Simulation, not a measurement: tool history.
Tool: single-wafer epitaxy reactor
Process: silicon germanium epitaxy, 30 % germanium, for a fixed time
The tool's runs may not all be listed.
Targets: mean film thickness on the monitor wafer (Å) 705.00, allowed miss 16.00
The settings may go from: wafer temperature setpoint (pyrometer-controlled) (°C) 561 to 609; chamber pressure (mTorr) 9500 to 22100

run,hour,wafer temperature setpoint (pyrometer-controlled) (°C),chamber pressure (mTorr),mean film thickness on the monitor wafer (Å)
1,0.0,585,15800,413.37
2,8.1,576,15800,339.96
3,12.0,576,18000,366.51
4,17.5,572,18000,335.09
5,21.0,576,18100,366.18
6,28.9,576,17000,353.62
7,35.4,588,19900,501.37
8,38.0,590,19900,523.00
9,40.7,592,19900,545.53
10,44.0,593,19900,555.17
11,46.6,594,19900,568.97
12,50.0,594,19900,567.38
13,56.7,606,20200,733.07

4 next moves are on the table. One of them brings every result within its allowed miss. Which?
A,63.4,603,19000,?
B,63.4,602,22100,?
C,63.4,606,22100,?
D,63.4,602,20200,?

move,mean film thickness on the monitor wafer (Å)
A,670.32
B,710.09
C,770.80
D,678.09
A: takes the result that was furthest off past its target
B: meets every target
C: further off than the last run
D: takes the result that was furthest off past its target
Move B is the one to make.

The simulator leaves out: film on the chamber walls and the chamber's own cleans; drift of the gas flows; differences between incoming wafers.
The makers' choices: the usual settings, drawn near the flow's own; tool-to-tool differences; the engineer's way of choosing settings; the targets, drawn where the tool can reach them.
